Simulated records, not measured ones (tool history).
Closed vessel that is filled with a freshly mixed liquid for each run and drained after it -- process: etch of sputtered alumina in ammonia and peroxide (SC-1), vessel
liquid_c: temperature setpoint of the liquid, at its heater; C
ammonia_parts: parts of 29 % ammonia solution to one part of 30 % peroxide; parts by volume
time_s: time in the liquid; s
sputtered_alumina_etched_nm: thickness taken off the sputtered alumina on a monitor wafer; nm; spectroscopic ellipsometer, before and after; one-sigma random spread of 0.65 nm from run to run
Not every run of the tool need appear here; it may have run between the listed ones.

run	hour	liquid_c	ammonia_parts	time_s	sputtered_alumina_etched_nm
1	0	60	0.55	890	65.925
2	5	60	0.4	890	64.504
3	10	62	0.45	895	72.007
4	15.1	62	0.45	955	76.229
5	21.4	62	0.45	890	71.576
6	28.1	63.5	0.5	895	78.401
7	32.9	65	0.55	900	86.027
8	38.3	66	0.6	900	89.782
9	47.6	67	0.65	905	97.616
10	54.7	67.5	0.65	905	97.959

Forecast run 11:
11	57.5	68	0.7	910	?

sputtered_alumina_etched_nm: 102.6 nm
